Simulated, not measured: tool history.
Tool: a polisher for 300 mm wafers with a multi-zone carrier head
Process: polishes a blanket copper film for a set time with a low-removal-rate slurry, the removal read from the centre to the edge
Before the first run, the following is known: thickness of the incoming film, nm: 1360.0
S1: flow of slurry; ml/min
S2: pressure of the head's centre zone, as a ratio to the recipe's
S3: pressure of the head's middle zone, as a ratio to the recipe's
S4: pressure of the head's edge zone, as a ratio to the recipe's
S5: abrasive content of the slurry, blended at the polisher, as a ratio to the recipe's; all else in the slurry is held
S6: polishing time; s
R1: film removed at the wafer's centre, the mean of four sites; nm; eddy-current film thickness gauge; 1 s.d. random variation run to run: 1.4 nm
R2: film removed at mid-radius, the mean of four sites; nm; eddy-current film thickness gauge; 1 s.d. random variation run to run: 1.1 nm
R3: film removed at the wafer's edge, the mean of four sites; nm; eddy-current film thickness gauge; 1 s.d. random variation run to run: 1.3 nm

Run 1, hour 0.0: S1 120 ml/min, S2 1.00, S3 1.00, S4 1.00, S5 1.00, S6 46 s. Result: R1 181.12 nm, R2 182.95 nm, R3 186.79 nm.
Run 2, hour 2.3: S1 120 ml/min, S2 1.00, S3 0.99, S4 0.98, S5 0.95, S6 43 s. Result: R1 170.11 nm, R2 168.24 nm, R3 174.12 nm.
Run 3, hour 6.2: S1 120 ml/min, S2 1.00, S3 0.99, S4 0.98, S5 0.95, S6 51 s. Result: R1 206.14 nm, R2 198.44 nm, R3 204.39 nm.
Run 4, hour 8.7: S1 120 ml/min, S2 1.00, S3 1.06, S4 0.98, S5 0.95, S6 51 s. Result: R1 206.19 nm, R2 206.98 nm, R3 200.54 nm.
Run 5, hour 15.1: S1 120 ml/min, S2 1.00, S3 1.12, S4 0.98, S5 0.95, S6 51 s. Result: R1 204.96 nm, R2 222.26 nm, R3 198.60 nm.
Run 6, hour 23.5: S1 120 ml/min, S2 1.00, S3 1.09, S4 0.98, S5 0.95, S6 51 s. Result: R1 204.46 nm, R2 211.13 nm, R3 197.02 nm.
Run 7, hour 25.1: S1 115 ml/min, S2 1.00, S3 1.08, S4 0.97, S5 0.90, S6 47 s. Result: R1 181.97 nm, R2 189.64 nm, R3 184.95 nm.
Run 8, hour 26.8: S1 110 ml/min, S2 1.02, S3 1.09, S4 0.95, S5 0.85, S6 44 s. Result: R1 171.26 nm, R2 176.04 nm, R3 163.65 nm.
Run 9, hour 31.6: S1 110 ml/min, S2 1.02, S3 1.09, S4 0.95, S5 0.85, S6 44 s. Result: R1 167.17 nm, R2 175.71 nm, R3 159.87 nm.
Run 10, hour 36.6: S1 105 ml/min, S2 1.02, S3 1.07, S4 0.94, S5 0.80, S6 42 s. Result: R1 155.44 nm, R2 161.57 nm, R3 151.42 nm.

Run 11 comes next. What will it give?
Run 11, hour 40.4: S1 105 ml/min, S2 1.02, S3 1.06, S4 0.93, S5 0.75, S6 40 s. Result: R1 ?, R2 ?, R3 ?.

{"run 11": {"R1": 146.02, "R2": 151.72, "R3": 139.62}}

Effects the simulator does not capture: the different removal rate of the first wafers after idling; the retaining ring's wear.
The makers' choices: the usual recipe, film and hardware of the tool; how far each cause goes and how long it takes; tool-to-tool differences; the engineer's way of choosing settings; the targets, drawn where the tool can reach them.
